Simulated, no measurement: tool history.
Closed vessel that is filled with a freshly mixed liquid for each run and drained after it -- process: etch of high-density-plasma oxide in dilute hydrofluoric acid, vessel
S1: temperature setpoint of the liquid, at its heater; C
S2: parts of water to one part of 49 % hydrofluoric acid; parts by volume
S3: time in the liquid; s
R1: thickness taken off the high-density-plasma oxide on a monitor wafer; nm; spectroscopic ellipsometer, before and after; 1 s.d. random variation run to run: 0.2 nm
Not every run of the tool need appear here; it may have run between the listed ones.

{"run": 1, "day": 0.0, "S1": 24, "S2": 185, "S3": 220, "R1": 10.413}
{"run": 2, "day": 0.254, "S1": 25.5, "S2": 170, "S3": 220, "R1": 12.689}
{"run": 3, "day": 0.558, "S1": 25.5, "S2": 140, "S3": 220, "R1": 15.709}
{"run": 4, "day": 0.929, "S1": 26.5, "S2": 140, "S3": 220, "R1": 16.353}
{"run": 5, "day": 1.233, "S1": 23.5, "S2": 140, "S3": 220, "R1": 14.612}
{"run": 6, "day": 1.271, "S1": 23.5, "S2": 140, "S3": 235, "R1": 15.401}
{"run": 7, "day": 1.567, "S1": 25, "S2": 140, "S3": 235, "R1": 16.629}
{"run": 8, "day": 1.671, "S1": 26, "S2": 140, "S3": 235, "R1": 17.01}
{"run": 9, "day": 1.996, "S1": 27, "S2": 140, "S3": 235, "R1": 17.41}
{"run": 10, "day": 2.15, "S1": 31, "S2": 115, "S3": 235, "R1": 26.167}
{"run": 11, "day": 2.225, "S1": 30.5, "S2": 115, "S3": 235, "R1": 25.116}
{"run": 12, "day": 2.392, "S1": 30, "S2": 115, "S3": 235, "R1": 24.781}

The next listed run, before its measurement:
{"run": 13, "day": 2.546, "S1": 29.5, "S2": 115, "S3": 235, "R1": "?"}

{"run 13": {"R1": 24.488}}
